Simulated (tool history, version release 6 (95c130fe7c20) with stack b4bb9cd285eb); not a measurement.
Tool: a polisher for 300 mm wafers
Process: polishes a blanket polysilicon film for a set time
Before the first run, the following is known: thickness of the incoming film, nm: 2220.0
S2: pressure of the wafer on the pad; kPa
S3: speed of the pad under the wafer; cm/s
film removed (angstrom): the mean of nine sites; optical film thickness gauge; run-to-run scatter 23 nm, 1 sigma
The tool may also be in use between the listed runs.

run 1 hour=0.0 | flow_of_slurry_(ml/min)=280 S2=17.2 S3=128 polishing_time_(s)=119 | film_removed_(angstrom)=13433
run 2 hour=3.2 | flow_of_slurry_(ml/min)=280 S2=17.2 S3=128 polishing_time_(s)=119 | film_removed_(angstrom)=13112
run 3 hour=7.6 | flow_of_slurry_(ml/min)=280 S2=17.2 S3=128 polishing_time_(s)=119 | film_removed_(angstrom)=13181
run 4 hour=11.8 | flow_of_slurry_(ml/min)=280 S2=18.6 S3=128 polishing_time_(s)=119 | film_removed_(angstrom)=14310
run 5 hour=15.5 | flow_of_slurry_(ml/min)=340 S2=18.6 S3=128 polishing_time_(s)=119 | film_removed_(angstrom)=14176
run 6 hour=16.5 | flow_of_slurry_(ml/min)=340 S2=20.0 S3=128 polishing_time_(s)=119 | film_removed_(angstrom)=14860
run 7 hour=24.3 | flow_of_slurry_(ml/min)=340 S2=21.4 S3=130 polishing_time_(s)=119 | film_removed_(angstrom)=16212
run 8 hour=30.1 | flow_of_slurry_(ml/min)=340 S2=22.1 S3=132 polishing_time_(s)=119 | film_removed_(angstrom)=16767

Run 9 comes next. What will it give?
run 9 hour=31.0 | flow_of_slurry_(ml/min)=340 S2=22.8 S3=134 polishing_time_(s)=119 | film_removed_(angstrom)=?

Run 9 yielded film removed (angstrom) 17473.

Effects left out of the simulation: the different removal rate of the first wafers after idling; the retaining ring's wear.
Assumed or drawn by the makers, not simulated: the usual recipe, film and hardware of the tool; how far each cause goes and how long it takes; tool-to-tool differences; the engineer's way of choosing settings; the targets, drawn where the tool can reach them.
